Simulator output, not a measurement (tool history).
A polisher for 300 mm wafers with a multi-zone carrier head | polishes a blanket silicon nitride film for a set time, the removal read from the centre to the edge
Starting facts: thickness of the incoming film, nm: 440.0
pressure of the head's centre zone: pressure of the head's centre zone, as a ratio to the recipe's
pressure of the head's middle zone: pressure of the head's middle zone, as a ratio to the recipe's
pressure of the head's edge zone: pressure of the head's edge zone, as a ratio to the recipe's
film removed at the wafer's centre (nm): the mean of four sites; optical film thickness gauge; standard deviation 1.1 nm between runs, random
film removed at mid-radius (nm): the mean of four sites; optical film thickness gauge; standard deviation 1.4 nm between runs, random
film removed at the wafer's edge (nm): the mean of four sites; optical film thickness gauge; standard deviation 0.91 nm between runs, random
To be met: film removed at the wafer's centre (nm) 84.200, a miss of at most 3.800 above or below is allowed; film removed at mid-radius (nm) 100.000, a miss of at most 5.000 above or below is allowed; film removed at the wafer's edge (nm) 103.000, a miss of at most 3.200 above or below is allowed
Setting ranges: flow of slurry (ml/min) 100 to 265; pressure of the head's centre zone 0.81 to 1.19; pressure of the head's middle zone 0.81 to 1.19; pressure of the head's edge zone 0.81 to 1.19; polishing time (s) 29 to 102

| run | day | flow of slurry (ml/min) | pressure of the head's centre zone | pressure of the head's middle zone | pressure of the head's edge zone | polishing time (s) | film removed at the wafer's centre (nm) | film removed at mid-radius (nm) | film removed at the wafer's edge (nm) |
|---|---|---|---|---|---|---|---|---|---|
| 1 | 0.000 | 170 | 1.00 | 1.00 | 1.00 | 65 | 181.620 | 179.300 | 173.400 |
| 2 | 0.058 | 125 | 1.00 | 1.00 | 1.00 | 65 | 167.070 | 172.550 | 165.400 |
| 3 | 0.117 | 160 | 1.00 | 1.00 | 1.00 | 65 | 180.360 | 177.810 | 168.950 |
| 4 | 0.308 | 160 | 1.00 | 1.00 | 0.93 | 65 | 175.830 | 182.470 | 166.160 |
| 5 | 0.421 | 150 | 0.97 | 0.98 | 0.93 | 60 | 158.080 | 161.320 | 153.830 |
| 6 | 0.479 | 140 | 0.94 | 0.99 | 0.95 | 56 | 134.760 | 148.090 | 139.420 |
| 7 | 0.788 | 135 | 0.92 | 0.98 | 0.95 | 54 | 131.680 | 138.150 | 135.870 |
| 8 | 0.904 | 130 | 0.90 | 0.99 | 0.97 | 52 | 122.580 | 133.100 | 131.590 |
|  | 1.154 | edge zone pressure recalibrated |
| 9 | 1.154 | 125 | 0.89 | 0.99 | 0.98 | 50 | 114.790 | 129.590 | 132.680 |
| 10 | 1.400 | 120 | 0.88 | 0.99 | 0.97 | 48 | 107.850 | 124.300 | 127.360 |
| 11 | 1.608 | 110 | 0.83 | 0.94 | 0.87 | 35 | 71.657 | 83.881 | 85.681 |
| 12 | 1.946 | 120 | 0.83 | 0.95 | 0.89 | 35 | 73.985 | 89.209 | 88.762 |
| 13 | 2.112 | 125 | 0.83 | 0.95 | 0.91 | 35 | 76.481 | 88.021 | 90.655 |

Which of these 5 next moves meets every target?
| A | 2.279 | 160 | 0.83 | 0.96 | 0.99 | 37 | ? | ? | ? |
| B | 2.279 | 140 | 0.85 | 0.89 | 1.04 | 41 | ? | ? | ? |
| C | 2.279 | 180 | 0.82 | 0.96 | 0.89 | 42 | ? | ? | ? |
| D | 2.279 | 130 | 0.82 | 0.96 | 0.87 | 31 | ? | ? | ? |
| E | 2.279 | 165 | 0.94 | 1.08 | 0.81 | 32 | ? | ? | ? |

| move | film removed at the wafer's centre (nm) | film removed at mid-radius (nm) | film removed at the wafer's edge (nm) |
|---|---|---|---|
| A | 84.266 | 99.766 | 103.070 |
| B | 92.850 | 101.120 | 114.720 |
| C | 96.652 | 115.580 | 113.420 |
| D | 66.527 | 80.183 | 79.317 |
| E | 83.208 | 95.824 | 82.143 |
A: in spec on every target
B: pushes the last run's worst result past its target
C: pushes the last run's worst result past its target
D: the biggest miss grows against the last run
E: the biggest miss grows against the last run
Answer: A
